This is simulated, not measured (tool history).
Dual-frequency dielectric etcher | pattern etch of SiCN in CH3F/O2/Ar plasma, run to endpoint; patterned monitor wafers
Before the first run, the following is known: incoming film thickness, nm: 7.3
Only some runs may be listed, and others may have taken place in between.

Run 1, day 0: source power (kW) 0.53, bias power (kW) 0.058. Result: endpoint time (s) 18.148.
Run 2, day 0.154: source power (kW) 0.53, bias power (kW) 0.067. Result: endpoint time (s) 17.354.
Run 3, day 0.4: source power (kW) 0.53, bias power (kW) 0.06. Result: endpoint time (s) 17.988.
Run 4, day 0.629: source power (kW) 0.53, bias power (kW) 0.069. Result: endpoint time (s) 17.238.
Run 5, day 0.775: source power (kW) 0.48, bias power (kW) 0.061. Result: endpoint time (s) 19.014.
Run 6, day 0.925: source power (kW) 0.4, bias power (kW) 0.061. Result: endpoint time (s) 21.232.
Run 7, day 1.038: source power (kW) 0.38, bias power (kW) 0.061. Result: endpoint time (s) 22.024.
Run 8, day 1.3: source power (kW) 0.37, bias power (kW) 0.061. Result: endpoint time (s) 22.479.

Predict the results of run 9:
Run 9, day 1.604: source power (kW) 0.36, bias power (kW) 0.061. Result: endpoint time (s) ?.

endpoint time (s): 22.979
